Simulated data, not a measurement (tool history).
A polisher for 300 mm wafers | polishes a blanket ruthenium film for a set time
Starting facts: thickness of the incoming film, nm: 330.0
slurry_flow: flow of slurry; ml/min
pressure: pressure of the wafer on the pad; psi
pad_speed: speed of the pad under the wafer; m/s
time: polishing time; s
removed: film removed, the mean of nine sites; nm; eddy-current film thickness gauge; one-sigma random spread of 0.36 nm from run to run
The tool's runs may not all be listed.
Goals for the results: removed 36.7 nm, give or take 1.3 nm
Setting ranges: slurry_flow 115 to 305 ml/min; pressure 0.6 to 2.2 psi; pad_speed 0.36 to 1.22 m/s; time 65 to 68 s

run    day  slurry_flow  pressure  pad_speed  time  removed
  1      0          195       1.4       0.78    65   44.417
  2  0.054          235       1.4       0.78    65   46.007
  3  0.429          235       1.7       0.78    65   54.669
  4  0.517          230       1.6       0.78    65   50.457
  5  0.662          230       1.7       0.78    65   54.015
  6  0.708          230         2       0.78    65   65.361
  7  0.908          230       1.8       0.78    65   57.082
  8    1.2          230       1.6       0.78    65   51.544
  9  1.454          225       1.5       0.78    65   48.517
 10  1.662          220       1.4       0.78    65   45.599
 11  2.012          215       1.3       0.78    65   41.795

5 next moves are on the table. One of them brings every result within its allowed miss. Which?
  A  2.362          190       1.1       0.74    65        ?
  B  2.362          245       1.3        0.7    68        ?
  C  2.362          210       1.1       0.74    65        ?
  D  2.362          230       1.3       0.72    65        ?
  E  2.362          215       1.1       0.78    68        ?

move  removed
   A   33.567
   B   40.271
   C   33.985
   D   39.291
   E   37.518
A: pushes the last run's worst result past its target
B: nearer than the last run, and not there yet
C: pushes the last run's worst result past its target
D: nearer than the last run, and not there yet
E: all results land within tolerance of their targets
The move that meets every target is E.
